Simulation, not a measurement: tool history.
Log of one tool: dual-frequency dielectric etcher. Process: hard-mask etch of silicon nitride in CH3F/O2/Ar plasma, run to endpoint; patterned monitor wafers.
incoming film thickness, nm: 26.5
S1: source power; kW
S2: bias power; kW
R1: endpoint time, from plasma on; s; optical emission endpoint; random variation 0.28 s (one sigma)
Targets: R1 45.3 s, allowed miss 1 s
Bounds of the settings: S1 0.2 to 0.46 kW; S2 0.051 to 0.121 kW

Run 1, hour 0: S1 0.33 kW, S2 0.086 kW. Result: R1 39.944 s.
Run 2, hour 8: S1 0.3 kW, S2 0.086 kW. Result: R1 41.573 s.
Run 3, hour 11.8: S1 0.34 kW, S2 0.086 kW. Result: R1 40.659 s.
Run 4, hour 18.4: S1 0.34 kW, S2 0.094 kW. Result: R1 39.051 s.
Run 5, hour 26.5: S1 0.29 kW, S2 0.094 kW. Result: R1 40.722 s.
Run 6, hour 31: S1 0.31 kW, S2 0.094 kW. Result: R1 39.528 s.
Run 7, hour 33.3: S1 0.25 kW, S2 0.088 kW. Result: R1 43.818 s.
Run 8, hour 35.6: S1 0.25 kW, S2 0.088 kW. Result: R1 43.571 s.

Which of these 4 next moves meets every target?
Run A, hour 37.9: S1 0.26 kW, S2 0.076 kW. Result: R1 ?.
Run B, hour 37.9: S1 0.27 kW, S2 0.09 kW. Result: R1 ?.
Run C, hour 37.9: S1 0.28 kW, S2 0.082 kW. Result: R1 ?.
Run D, hour 37.9: S1 0.24 kW, S2 0.09 kW. Result: R1 ?.

move      R1
   A  45.496
   B      42
   C  43.208
   D  43.351
A: meets every target
B: further off than the last run
C: further off than the last run
D: further off than the last run
Answer: A

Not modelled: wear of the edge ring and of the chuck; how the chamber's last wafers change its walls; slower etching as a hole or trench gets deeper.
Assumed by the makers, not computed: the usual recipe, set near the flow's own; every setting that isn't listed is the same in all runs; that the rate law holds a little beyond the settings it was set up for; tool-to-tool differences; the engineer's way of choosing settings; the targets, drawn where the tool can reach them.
